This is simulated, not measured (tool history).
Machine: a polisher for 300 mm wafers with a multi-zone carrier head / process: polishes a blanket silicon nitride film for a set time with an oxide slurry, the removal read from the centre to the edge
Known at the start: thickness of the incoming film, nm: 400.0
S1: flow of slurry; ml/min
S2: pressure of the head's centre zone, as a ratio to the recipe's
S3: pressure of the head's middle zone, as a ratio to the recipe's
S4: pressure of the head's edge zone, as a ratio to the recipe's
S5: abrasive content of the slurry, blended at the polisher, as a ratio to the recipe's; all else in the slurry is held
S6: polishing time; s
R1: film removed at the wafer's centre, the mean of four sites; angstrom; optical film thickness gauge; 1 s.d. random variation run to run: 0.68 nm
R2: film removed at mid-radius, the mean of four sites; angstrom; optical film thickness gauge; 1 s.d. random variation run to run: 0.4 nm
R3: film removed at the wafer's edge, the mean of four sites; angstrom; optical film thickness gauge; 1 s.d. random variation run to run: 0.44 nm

run,hour,S1,S2,S3,S4,S5,S6,R1,R2,R3
1,0.0,140,1.00,1.00,1.00,1.00,60,532.09,534.79,513.15
2,8.6,135,1.01,0.98,0.99,0.95,60,521.09,502.51,512.38
3,10.7,135,1.01,0.98,0.99,0.95,71,621.56,602.61,599.38
4,11.9,135,1.01,0.98,1.07,0.95,71,631.10,602.19,612.63
5,14.4,135,0.94,0.98,1.07,0.95,71,588.78,599.59,615.17
6,16.1,135,0.96,0.98,1.06,0.90,69,569.39,573.42,587.98
7,23.6,135,0.98,0.98,1.05,0.85,67,540.13,538.11,545.88
8,29.6,135,1.00,0.97,1.05,0.80,66,544.70,514.53,530.36
9,34.3,135,1.00,0.97,1.05,0.80,66,553.62,506.94,522.42
10,36.4,110,1.01,0.87,0.95,0.55,63,412.19,367.00,402.76
11,41.8,110,1.01,0.87,0.95,0.55,63,414.87,371.39,401.01
12,44.7,110,1.02,0.87,0.95,0.55,63,439.05,366.53,406.97
# hour 48.9: edge zone pressure recalibrated
13,48.9,110,1.02,0.87,0.95,0.55,63,426.30,364.36,408.75

Run 14, settings as shown, results not yet in. Your forecast:
14,49.7,110,1.03,0.87,0.94,0.55,63,?,?,?

{"run 14": {"R1": 421.19, "R2": 368.65, "R3": 415.04}}
